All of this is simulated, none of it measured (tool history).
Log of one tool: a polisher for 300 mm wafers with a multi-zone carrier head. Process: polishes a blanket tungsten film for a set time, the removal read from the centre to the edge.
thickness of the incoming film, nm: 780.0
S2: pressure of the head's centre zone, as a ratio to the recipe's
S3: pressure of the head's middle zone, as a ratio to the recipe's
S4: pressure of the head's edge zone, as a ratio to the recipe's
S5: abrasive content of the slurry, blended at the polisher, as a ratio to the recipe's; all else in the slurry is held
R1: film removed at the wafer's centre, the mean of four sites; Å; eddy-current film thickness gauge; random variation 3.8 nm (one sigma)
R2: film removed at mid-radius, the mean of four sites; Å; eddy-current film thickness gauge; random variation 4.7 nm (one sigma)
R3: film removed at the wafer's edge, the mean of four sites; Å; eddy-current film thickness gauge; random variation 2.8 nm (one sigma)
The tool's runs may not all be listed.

Run 1, hour 0: flow of slurry (ml/min) 275, S2 1, S3 1, S4 1, S5 1, polishing time (s) 61. Result: R1 2672.2 Å, R2 2605.7 Å, R3 2645.2 Å.
Run 2, hour 2.4: flow of slurry (ml/min) 275, S2 1, S3 1, S4 1, S5 1.15, polishing time (s) 61. Result: R1 2712.5 Å, R2 2660.6 Å, R3 2717.9 Å.
Run 3, hour 4: flow of slurry (ml/min) 280, S2 1.01, S3 1.01, S4 1.02, S5 1.2, polishing time (s) 62. Result: R1 2846.9 Å, R2 2736.3 Å, R3 2819.4 Å.
Run 4, hour 10.4: flow of slurry (ml/min) 280, S2 1.01, S3 1.02, S4 1.03, S5 1.25, polishing time (s) 63. Result: R1 2878.1 Å, R2 2845.9 Å, R3 2915.1 Å.
Run 5, hour 11.7: flow of slurry (ml/min) 280, S2 1.01, S3 1.02, S4 1.03, S5 1.25, polishing time (s) 51. Result: R1 2291.4 Å, R2 2305.8 Å, R3 2362 Å.
Run 6, hour 12.7: flow of slurry (ml/min) 280, S2 1.01, S3 1.02, S4 1.08, S5 1.25, polishing time (s) 51. Result: R1 2358 Å, R2 2357 Å, R3 2401.6 Å.
Run 7, hour 16.2: flow of slurry (ml/min) 285, S2 1.01, S3 1.03, S4 1.09, S5 1.3, polishing time (s) 53. Result: R1 2512.9 Å, R2 2460.7 Å, R3 2553.1 Å.

Run 8 comes next. What will it give?
Run 8, hour 20.6: flow of slurry (ml/min) 290, S2 1.01, S3 1.04, S4 1.1, S5 1.3, polishing time (s) 55. Result: R1 ?, R2 ?, R3 ?.

R1: 2578.6 Å
R2: 2574.5 Å
R3: 2637.1 Å
